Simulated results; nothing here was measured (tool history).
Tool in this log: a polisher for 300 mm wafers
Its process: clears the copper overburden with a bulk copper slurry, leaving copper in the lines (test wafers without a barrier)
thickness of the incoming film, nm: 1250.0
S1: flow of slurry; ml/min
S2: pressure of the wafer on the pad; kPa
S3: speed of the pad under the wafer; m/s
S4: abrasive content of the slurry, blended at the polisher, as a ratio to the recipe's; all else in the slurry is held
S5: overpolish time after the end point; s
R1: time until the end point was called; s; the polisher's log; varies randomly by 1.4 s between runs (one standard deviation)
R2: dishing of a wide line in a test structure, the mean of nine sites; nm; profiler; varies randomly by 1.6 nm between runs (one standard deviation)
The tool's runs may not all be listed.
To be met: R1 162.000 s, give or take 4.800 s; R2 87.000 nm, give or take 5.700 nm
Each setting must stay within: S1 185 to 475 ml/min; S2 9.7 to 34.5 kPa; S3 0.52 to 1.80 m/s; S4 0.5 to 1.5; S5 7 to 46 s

Run 1, hour 0.0: S1 305 ml/min, S2 22.1 kPa, S3 1.16 m/s, S4 1.0, S5 24 s. Result: R1 98.662 s, R2 113.750 nm.
Run 2, hour 8.2: S1 305 ml/min, S2 18.6 kPa, S3 1.16 m/s, S4 1.0, S5 24 s. Result: R1 115.810 s, R2 102.930 nm.
Run 3, hour 10.9: S1 305 ml/min, S2 18.6 kPa, S3 1.16 m/s, S4 1.0, S5 19 s. Result: R1 116.260 s, R2 96.748 nm.
Run 4, hour 13.6: S1 305 ml/min, S2 18.6 kPa, S3 1.34 m/s, S4 1.0, S5 19 s. Result: R1 101.110 s, R2 100.110 nm.
Run 5, hour 19.1: S1 305 ml/min, S2 15.9 kPa, S3 1.32 m/s, S4 1.0, S5 21 s. Result: R1 119.520 s, R2 94.893 nm.
Run 6, hour 24.2: S1 305 ml/min, S2 15.9 kPa, S3 1.12 m/s, S4 1.0, S5 21 s. Result: R1 139.990 s, R2 87.236 nm.
Run 7, hour 28.0: S1 305 ml/min, S2 15.2 kPa, S3 1.12 m/s, S4 1.0, S5 23 s. Result: R1 145.200 s, R2 91.005 nm.
Run 8, hour 30.6: S1 305 ml/min, S2 14.5 kPa, S3 1.12 m/s, S4 1.0, S5 23 s. Result: R1 154.650 s, R2 87.792 nm.

Next run, 4 choices. One meets every target within its allowed miss, the rest don't. Which?
Run A, hour 33.2: S1 385 ml/min, S2 17.2 kPa, S3 0.90 m/s, S4 0.8, S5 22 s. Result: R1 ?, R2 ?.
Run B, hour 33.2: S1 285 ml/min, S2 14.5 kPa, S3 1.00 m/s, S4 1.0, S5 28 s. Result: R1 ?, R2 ?.
Run C, hour 33.2: S1 310 ml/min, S2 14.5 kPa, S3 1.10 m/s, S4 1.2, S5 22 s. Result: R1 ?, R2 ?.
Run D, hour 33.2: S1 230 ml/min, S2 15.2 kPa, S3 1.06 m/s, S4 1.1, S5 24 s. Result: R1 ?, R2 ?.

move       R1      R2
   A  162.990  85.915
   B  171.250  92.016
   C  149.880  87.551
   D  155.360  90.323
A: meets every target
B: the result that was furthest off in the last run now lies on the other side of its target
C: the biggest miss grows against the last run
D: nearer the targets than the last run, but a result is still out of spec
A meets every target.
